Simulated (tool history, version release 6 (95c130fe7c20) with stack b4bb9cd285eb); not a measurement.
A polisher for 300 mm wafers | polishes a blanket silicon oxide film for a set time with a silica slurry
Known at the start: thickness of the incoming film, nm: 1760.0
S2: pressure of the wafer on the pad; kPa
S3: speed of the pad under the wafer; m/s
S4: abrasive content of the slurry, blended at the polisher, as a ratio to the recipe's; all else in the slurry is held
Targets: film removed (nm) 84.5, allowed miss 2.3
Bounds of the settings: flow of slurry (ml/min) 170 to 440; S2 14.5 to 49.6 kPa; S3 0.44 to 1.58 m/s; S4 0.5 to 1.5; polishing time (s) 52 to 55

Run 1, day 0: flow of slurry (ml/min) 280, S2 31.7 kPa, S3 1 m/s, S4 1, polishing time (s) 52. Result: film removed (nm) 188.91.
Run 2, day 0.1: flow of slurry (ml/min) 280, S2 29 kPa, S3 0.96 m/s, S4 1, polishing time (s) 52. Result: film removed (nm) 171.89.
Run 3, day 0.188: flow of slurry (ml/min) 280, S2 29 kPa, S3 1.18 m/s, S4 1, polishing time (s) 52. Result: film removed (nm) 192.39.
Run 4, day 0.283: flow of slurry (ml/min) 280, S2 29 kPa, S3 1.18 m/s, S4 1, polishing time (s) 55. Result: film removed (nm) 205.23.
Run 5, day 0.646: flow of slurry (ml/min) 280, S2 26.9 kPa, S3 1.08 m/s, S4 1, polishing time (s) 55. Result: film removed (nm) 179.38.
Run 6, day 0.829: flow of slurry (ml/min) 280, S2 26.9 kPa, S3 1.16 m/s, S4 1, polishing time (s) 55. Result: film removed (nm) 187.78.
Run 7, day 0.996: flow of slurry (ml/min) 280, S2 24.8 kPa, S3 1.08 m/s, S4 1, polishing time (s) 55. Result: film removed (nm) 166.55.
Run 8, day 1.167: flow of slurry (ml/min) 280, S2 23.4 kPa, S3 1.02 m/s, S4 1, polishing time (s) 55. Result: film removed (nm) 153.22.
Run 9, day 1.204: flow of slurry (ml/min) 280, S2 22.1 kPa, S3 0.96 m/s, S4 1, polishing time (s) 55. Result: film removed (nm) 138.22.
Run 10, day 1.346: flow of slurry (ml/min) 280, S2 20.7 kPa, S3 0.92 m/s, S4 1, polishing time (s) 55. Result: film removed (nm) 127.45.
Run 11, day 1.421: flow of slurry (ml/min) 280, S2 20 kPa, S3 0.88 m/s, S4 1, polishing time (s) 55. Result: film removed (nm) 120.95.
Run 12, day 1.512: flow of slurry (ml/min) 280, S2 20 kPa, S3 0.88 m/s, S4 1, polishing time (s) 55. Result: film removed (nm) 119.9.
Run 13, day 1.829: flow of slurry (ml/min) 270, S2 14.5 kPa, S3 0.64 m/s, S4 1, polishing time (s) 55. Result: film removed (nm) 74.035.
Run 14, day 2.162: flow of slurry (ml/min) 285, S2 14.5 kPa, S3 0.64 m/s, S4 1, polishing time (s) 55. Result: film removed (nm) 74.225.

5 next moves are on the table. One of them brings every result within its allowed miss. Which?
Run A, day 2.496: flow of slurry (ml/min) 275, S2 17.9 kPa, S3 0.62 m/s, S4 0.9, polishing time (s) 55. Result: film removed (nm) ?.
Run B, day 2.496: flow of slurry (ml/min) 290, S2 16.5 kPa, S3 0.6 m/s, S4 1, polishing time (s) 52. Result: film removed (nm) ?.
Run C, day 2.496: flow of slurry (ml/min) 270, S2 15.9 kPa, S3 0.5 m/s, S4 0.9, polishing time (s) 54. Result: film removed (nm) ?.
Run D, day 2.496: flow of slurry (ml/min) 240, S2 17.2 kPa, S3 0.44 m/s, S4 1.25, polishing time (s) 53. Result: film removed (nm) ?.
Run E, day 2.496: flow of slurry (ml/min) 390, S2 24.8 kPa, S3 0.48 m/s, S4 0.65, polishing time (s) 53. Result: film removed (nm) ?.

move  film removed (nm)
   A             84.707
   B              78.45
   C             66.537
   D             79.089
   E             78.363
A: meets every target
B: nearer than the last run, and not there yet
C: further off than the last run
D: nearer than the last run, and not there yet
E: nearer than the last run, and not there yet
The right move is A.
